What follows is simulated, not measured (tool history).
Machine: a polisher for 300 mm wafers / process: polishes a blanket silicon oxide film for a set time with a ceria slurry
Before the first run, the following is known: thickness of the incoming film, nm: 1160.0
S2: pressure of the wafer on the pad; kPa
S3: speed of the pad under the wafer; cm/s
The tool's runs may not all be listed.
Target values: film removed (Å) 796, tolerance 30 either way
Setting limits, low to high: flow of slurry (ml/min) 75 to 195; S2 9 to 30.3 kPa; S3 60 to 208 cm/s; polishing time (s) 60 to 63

run 1 hour=0 | flow_of_slurry_(ml/min)=125 S2=19.3 S3=134 polishing_time_(s)=60 | film_removed_(Å)=2655.5
run 2 hour=6.9 | flow_of_slurry_(ml/min)=110 S2=15.9 S3=110 polishing_time_(s)=60 | film_removed_(Å)=1742.1
run 3 hour=9.7 | flow_of_slurry_(ml/min)=105 S2=13.8 S3=96 polishing_time_(s)=60 | film_removed_(Å)=1326.7
run 4 hour=11.2 | flow_of_slurry_(ml/min)=100 S2=12.4 S3=88 polishing_time_(s)=60 | film_removed_(Å)=1082
run 5 hour=16.8 | flow_of_slurry_(ml/min)=95 S2=11 S3=86 polishing_time_(s)=60 | film_removed_(Å)=933.56
run 6 hour=22.1 | flow_of_slurry_(ml/min)=95 S2=11 S3=60 polishing_time_(s)=60 | film_removed_(Å)=664.14
run 7 hour=23.8 | flow_of_slurry_(ml/min)=130 S2=13.8 S3=60 polishing_time_(s)=60 | film_removed_(Å)=888.13
run 8 hour=28.2 | flow_of_slurry_(ml/min)=120 S2=13.8 S3=60 polishing_time_(s)=60 | film_removed_(Å)=868.88
run 9 hour=32 | flow_of_slurry_(ml/min)=115 S2=13.8 S3=60 polishing_time_(s)=60 | film_removed_(Å)=860.43
run 10 hour=39.8 | flow_of_slurry_(ml/min)=110 S2=13.8 S3=60 polishing_time_(s)=60 | film_removed_(Å)=852.23
run 11 hour=47.8 | flow_of_slurry_(ml/min)=105 S2=13.8 S3=60 polishing_time_(s)=60 | film_removed_(Å)=863.01

Exactly one of the 5 candidate moves below puts every result within its allowed miss. Which one?
run A hour=55.8 | flow_of_slurry_(ml/min)=95 S2=13.8 S3=64 polishing_time_(s)=61 | film_removed_(Å)=?
run B hour=55.8 | flow_of_slurry_(ml/min)=115 S2=9.7 S3=66 polishing_time_(s)=63 | film_removed_(Å)=?
run C hour=55.8 | flow_of_slurry_(ml/min)=75 S2=13.8 S3=66 polishing_time_(s)=62 | film_removed_(Å)=?
run D hour=55.8 | flow_of_slurry_(ml/min)=105 S2=11.7 S3=66 polishing_time_(s)=61 | film_removed_(Å)=?
run E hour=55.8 | flow_of_slurry_(ml/min)=100 S2=13.1 S3=66 polishing_time_(s)=62 | film_removed_(Å)=?

move=A film_removed_(Å)=893.62
move=B film_removed_(Å)=712.28
move=C film_removed_(Å)=863.34
move=D film_removed_(Å)=810
move=E film_removed_(Å)=903.35
A: further off than the last run
B: moves the result that the last run missed by most past its target, out the other side
C: no better and no worse than the last run
D: each result inside its tolerance
E: further off than the last run
D is the move that brings every result within its allowed miss.
